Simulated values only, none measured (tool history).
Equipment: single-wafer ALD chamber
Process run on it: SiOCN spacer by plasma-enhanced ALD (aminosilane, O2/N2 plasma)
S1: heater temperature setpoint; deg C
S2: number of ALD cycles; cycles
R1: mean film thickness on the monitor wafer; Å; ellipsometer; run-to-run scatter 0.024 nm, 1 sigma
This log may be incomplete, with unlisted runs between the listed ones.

run,day,S1,S2,R1
1,0.000,390,94,60.780
2,0.092,384,94,60.434
3,0.367,384,86,55.108
4,0.454,384,94,60.776
5,0.758,384,103,65.415
6,0.838,389,103,65.947
7,1.096,388,90,57.328

What does the tool deliver on the next run?
8,1.354,388,75,?

{"run 8": {"R1": 47.983}}

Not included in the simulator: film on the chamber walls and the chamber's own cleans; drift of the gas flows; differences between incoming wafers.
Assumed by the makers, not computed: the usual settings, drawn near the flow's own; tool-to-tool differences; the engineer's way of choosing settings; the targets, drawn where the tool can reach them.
